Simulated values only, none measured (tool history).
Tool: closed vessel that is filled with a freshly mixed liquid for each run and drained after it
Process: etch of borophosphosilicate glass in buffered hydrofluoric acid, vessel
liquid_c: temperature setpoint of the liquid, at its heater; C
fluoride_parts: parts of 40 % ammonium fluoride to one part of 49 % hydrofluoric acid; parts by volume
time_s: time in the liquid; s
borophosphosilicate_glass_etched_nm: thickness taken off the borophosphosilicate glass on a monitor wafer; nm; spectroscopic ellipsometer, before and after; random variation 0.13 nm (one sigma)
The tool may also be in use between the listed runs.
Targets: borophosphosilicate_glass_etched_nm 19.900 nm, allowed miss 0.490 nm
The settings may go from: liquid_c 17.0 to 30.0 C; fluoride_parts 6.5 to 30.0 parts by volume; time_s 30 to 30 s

run    day  liquid_c  fluoride_parts  time_s  borophosphosilicate_glass_etched_nm
  1  0.000      22.0            18.5      30                               27.777
  2  0.167      19.0            18.5      30                               23.456
  3  0.554      19.0            18.5      30                               23.316
  4  0.742      18.5            18.5      30                               22.655
  5  0.896      18.0            18.5      30                               22.086
  6  1.246      18.0            13.5      30                               30.342
  7  1.342      18.0            14.5      30                               28.292
  8  1.546      17.0            20.5      30                               19.100

Which of these 4 next moves meets every target?
  A  1.750      17.5            23.5      30                                    ?
  B  1.750      17.0            19.5      30                                    ?
  C  1.750      18.0            22.0      30                                    ?
  D  1.750      17.0            21.5      30                                    ?

move  borophosphosilicate_glass_etched_nm
   A                               17.907
   B                               19.967
   C                               19.283
   D                               18.518
A: further off than the last run
B: meets every target
C: nearer than the last run, and not there yet
D: further off than the last run
Answer: B

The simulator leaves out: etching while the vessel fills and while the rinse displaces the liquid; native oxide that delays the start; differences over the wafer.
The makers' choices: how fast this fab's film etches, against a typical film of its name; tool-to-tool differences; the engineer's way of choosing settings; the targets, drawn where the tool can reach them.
